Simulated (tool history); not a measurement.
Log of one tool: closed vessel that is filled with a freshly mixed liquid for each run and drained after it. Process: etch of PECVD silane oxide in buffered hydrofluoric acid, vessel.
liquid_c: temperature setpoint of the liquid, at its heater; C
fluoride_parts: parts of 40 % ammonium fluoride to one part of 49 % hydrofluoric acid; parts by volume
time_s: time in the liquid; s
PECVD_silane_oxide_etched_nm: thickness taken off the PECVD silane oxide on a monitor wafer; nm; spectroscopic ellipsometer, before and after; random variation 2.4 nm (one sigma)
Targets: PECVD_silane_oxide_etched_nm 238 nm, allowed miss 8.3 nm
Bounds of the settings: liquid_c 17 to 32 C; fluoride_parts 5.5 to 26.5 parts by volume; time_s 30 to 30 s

run,hour,liquid_c,fluoride_parts,time_s,PECVD_silane_oxide_etched_nm
1,0,25,16,30,97.488
2,6.1,26,14.5,30,111.15
3,7.5,27,13.5,30,125.73
4,12.5,27.5,12.5,30,141.18
5,17.1,30,12.5,30,160.38
# hour 19.6: hydrofluoric acid flow meter replaced
6,19.6,30.5,12,30,184.19
7,21.7,30.5,11.5,30,192.79
8,28.7,31.5,10.5,30,218.25

5 next moves are on the table. One of them brings every result within its allowed miss. Which?
A,35.7,26,6.5,30,?
B,35.7,31.5,8.5,30,?
C,35.7,31,8.5,30,?
D,35.7,30.5,8,30,?
E,35.7,32,10,30,?

move,PECVD_silane_oxide_etched_nm
A,259.15
B,263.44
C,256.68
D,267.03
E,237.86
A: takes the result that was furthest off past its target
B: takes the result that was furthest off past its target
C: takes the result that was furthest off past its target
D: takes the result that was furthest off past its target
E: meets every target
The right move is E.
